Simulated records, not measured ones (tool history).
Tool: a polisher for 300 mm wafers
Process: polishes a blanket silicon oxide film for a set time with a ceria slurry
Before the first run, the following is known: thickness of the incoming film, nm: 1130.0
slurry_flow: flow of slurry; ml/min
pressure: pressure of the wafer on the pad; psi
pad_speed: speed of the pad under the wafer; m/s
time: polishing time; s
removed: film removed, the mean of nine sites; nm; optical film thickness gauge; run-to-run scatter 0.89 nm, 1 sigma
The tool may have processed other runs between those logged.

| run | hour | slurry_flow | pressure | pad_speed | time | removed |
|---|---|---|---|---|---|---|
| 1 | 0.0 | 235 | 3.5 | 1.38 | 42 | 233.22 |
| 2 | 3.1 | 190 | 3.5 | 1.38 | 42 | 228.63 |
| 3 | 6.3 | 190 | 3.5 | 1.38 | 42 | 229.05 |
| 4 | 11.6 | 220 | 3.5 | 1.38 | 42 | 231.48 |
| 5 | 16.3 | 220 | 3.1 | 1.36 | 42 | 206.80 |
| 6 | 21.1 | 220 | 2.8 | 1.34 | 42 | 186.94 |
| 7 | 28.1 | 220 | 2.8 | 1.34 | 42 | 184.24 |
| 8 | 31.6 | 220 | 2.5 | 1.34 | 42 | 168.26 |
| 9 | 40.1 | 210 | 1.6 | 1.32 | 42 | 117.97 |
| 10 | 43.1 | 210 | 1.6 | 1.32 | 42 | 117.37 |
| 11 | 47.3 | 220 | 1.6 | 1.32 | 42 | 118.59 |
| 12 | 48.1 | 230 | 1.6 | 1.32 | 42 | 119.25 |

Run 13 comes next. What will it give?
| 13 | 56.3 | 235 | 1.6 | 1.32 | 42 | ? |

Run 13 measured removed 120.10 nm.
